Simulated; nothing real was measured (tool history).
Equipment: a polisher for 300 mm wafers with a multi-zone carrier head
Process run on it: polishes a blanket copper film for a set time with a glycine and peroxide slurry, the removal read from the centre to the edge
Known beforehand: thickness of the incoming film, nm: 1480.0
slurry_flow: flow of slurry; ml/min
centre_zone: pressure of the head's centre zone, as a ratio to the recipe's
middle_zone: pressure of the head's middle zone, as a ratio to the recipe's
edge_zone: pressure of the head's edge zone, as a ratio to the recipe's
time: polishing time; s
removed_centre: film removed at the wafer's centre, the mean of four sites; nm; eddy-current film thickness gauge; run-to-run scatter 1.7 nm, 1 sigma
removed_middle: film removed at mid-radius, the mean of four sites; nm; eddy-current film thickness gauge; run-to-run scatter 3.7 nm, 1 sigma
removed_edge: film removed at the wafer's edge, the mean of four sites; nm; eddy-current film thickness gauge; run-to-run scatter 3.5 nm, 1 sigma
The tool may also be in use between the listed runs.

Run 1, hour 0: slurry_flow 135 ml/min, centre_zone 1, middle_zone 1, edge_zone 1, time 32 s. Result: removed_centre 205.69 nm, removed_middle 214.11 nm, removed_edge 209.21 nm.
Run 2, hour 8.5: slurry_flow 135 ml/min, centre_zone 1.08, middle_zone 1, edge_zone 1, time 32 s. Result: removed_centre 223.06 nm, removed_middle 218.62 nm, removed_edge 203.2 nm.
Run 3, hour 11.5: slurry_flow 145 ml/min, centre_zone 1.04, middle_zone 1.01, edge_zone 1.05, time 33 s. Result: removed_centre 222.25 nm, removed_middle 225.5 nm, removed_edge 221 nm.
Run 4, hour 15: slurry_flow 170 ml/min, centre_zone 1.04, middle_zone 1.01, edge_zone 1.05, time 33 s. Result: removed_centre 231.9 nm, removed_middle 233.07 nm, removed_edge 223.24 nm.
Run 5, hour 16.9: slurry_flow 170 ml/min, centre_zone 1.04, middle_zone 1.01, edge_zone 1.01, time 33 s. Result: removed_centre 232.67 nm, removed_middle 231.63 nm, removed_edge 219.88 nm.
Run 6, hour 25.8: slurry_flow 170 ml/min, centre_zone 1.04, middle_zone 1.06, edge_zone 1.01, time 33 s. Result: removed_centre 231.07 nm, removed_middle 235.55 nm, removed_edge 220.82 nm.
Run 7, hour 33.4: slurry_flow 170 ml/min, centre_zone 1.01, middle_zone 1.06, edge_zone 1.06, time 34 s. Result: removed_centre 230.79 nm, removed_middle 251.49 nm, removed_edge 232.05 nm.

What will run 8 give?
Run 8, hour 37.8: slurry_flow 170 ml/min, centre_zone 0.98, middle_zone 1.02, edge_zone 1.09, time 35 s. Result: removed_centre ?, removed_middle ?, removed_edge ?.

removed_centre: 232.44 nm
removed_middle: 248.51 nm
removed_edge: 243.33 nm
